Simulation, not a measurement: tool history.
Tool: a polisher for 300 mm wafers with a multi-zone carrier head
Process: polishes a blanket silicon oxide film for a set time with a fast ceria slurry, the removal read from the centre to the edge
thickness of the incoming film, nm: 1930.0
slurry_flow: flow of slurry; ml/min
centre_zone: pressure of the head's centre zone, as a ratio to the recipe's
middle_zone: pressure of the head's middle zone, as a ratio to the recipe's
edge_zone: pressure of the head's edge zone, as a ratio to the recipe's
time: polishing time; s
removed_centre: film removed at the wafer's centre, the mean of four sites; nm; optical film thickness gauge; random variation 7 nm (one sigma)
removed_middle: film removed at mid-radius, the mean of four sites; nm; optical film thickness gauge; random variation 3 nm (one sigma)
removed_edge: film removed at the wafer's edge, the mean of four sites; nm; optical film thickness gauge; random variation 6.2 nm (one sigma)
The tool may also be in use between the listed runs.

run	hour	slurry_flow	centre_zone	middle_zone	edge_zone	time	removed_centre	removed_middle	removed_edge
1	0.0	200	1.00	1.00	1.00	31	569.10	587.94	589.60
2	4.2	185	0.97	0.95	1.00	31	581.98	549.10	589.27
3	4.7	185	0.92	0.95	1.03	30	521.92	540.89	574.77
4	8.8	185	0.92	0.95	1.03	22	393.19	389.78	411.10
5	16.0	185	0.92	0.95	1.03	30	524.33	539.00	577.06
6	23.6	150	0.92	0.95	1.03	30	507.69	526.20	569.76
7	25.1	145	0.90	0.93	1.04	30	506.96	507.01	563.95
8	31.9	140	0.88	0.92	1.05	30	483.54	508.64	570.58

Forecast run 9:
9	40.1	135	0.87	0.91	1.05	30	?	?	?

{"run 9": {"removed_centre": 465.44, "removed_middle": 503.23, "removed_edge": 579.97}}
